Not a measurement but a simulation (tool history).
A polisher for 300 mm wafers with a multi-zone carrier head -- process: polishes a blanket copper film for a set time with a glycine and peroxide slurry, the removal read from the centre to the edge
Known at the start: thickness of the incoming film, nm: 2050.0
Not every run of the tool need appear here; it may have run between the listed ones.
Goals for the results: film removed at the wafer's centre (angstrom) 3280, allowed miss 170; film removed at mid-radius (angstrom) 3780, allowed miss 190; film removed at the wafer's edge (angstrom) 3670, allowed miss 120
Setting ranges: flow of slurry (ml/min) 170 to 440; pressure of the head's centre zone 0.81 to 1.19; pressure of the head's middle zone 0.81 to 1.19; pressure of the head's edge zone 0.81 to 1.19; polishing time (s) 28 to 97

run  hour  flow of slurry (ml/min)  pressure of the head's centre zone  pressure of the head's middle zone  pressure of the head's edge zone  polishing time (s)  film removed at the wafer's centre (angstrom)  film removed at mid-radius (angstrom)  film removed at the wafer's edge (angstrom)
  1     0                      280                                   1                                   1                                 1                  62                                         2526.7                                 2626.6                                         2680
  2   1.6                      280                                   1                                   1                              0.94                  62                                         2670.2                                 2583.9                                       2569.4
  3   9.6                      280                                0.97                                   1                              0.94                  62                                         2610.6                                 2626.7                                       2583.6
  4  17.1                      280                                1.04                                   1                              0.94                  62                                         2705.4                                 2590.1                                       2629.3
  5    18                      255                                1.04                                   1                              0.94                  62                                         2571.9                                 2589.7                                       2573.1
  6    20                      255                                1.04                                1.04                              0.94                  62                                         2680.3                                 2570.1                                       2545.5
  7  21.9                      300                                0.94                                1.07                              0.94                  80                                         3180.2                                 3630.8                                         3331
  8  23.2                      305                                0.94                                1.07                              0.96                  81                                         3253.2                                 3621.9                                       3439.7

4 candidate next runs follow, results not yet known. Just one meets every target within its allowed miss. Identify it.
  A  24.5                      215                                0.85                                1.19                              1.02                  81                                              ?                                      ?                                            ?
  B  24.5                      300                                0.93                                1.12                              0.94                  83                                              ?                                      ?                                            ?
  C  24.5                      260                                0.99                                1.17                              1.19                  80                                              ?                                      ?                                            ?
  D  24.5                      285                                0.91                                1.19                              0.81                  84                                              ?                                      ?                                            ?

move  film removed at the wafer's centre (angstrom)  film removed at mid-radius (angstrom)  film removed at the wafer's edge (angstrom)
   A                                         2757.7                                 3711.7                                       3368.4
   B                                         3212.7                                 3769.3                                       3466.4
   C                                         3218.2                                 3708.1                                       3606.4
   D                                         3170.2                                 3997.8                                       3318.4
A: further off than the last run
B: gains on the last run, yet a result remains outside its allowed miss
C: every result within its allowed miss
D: further off than the last run
Go with C: it meets all targets.
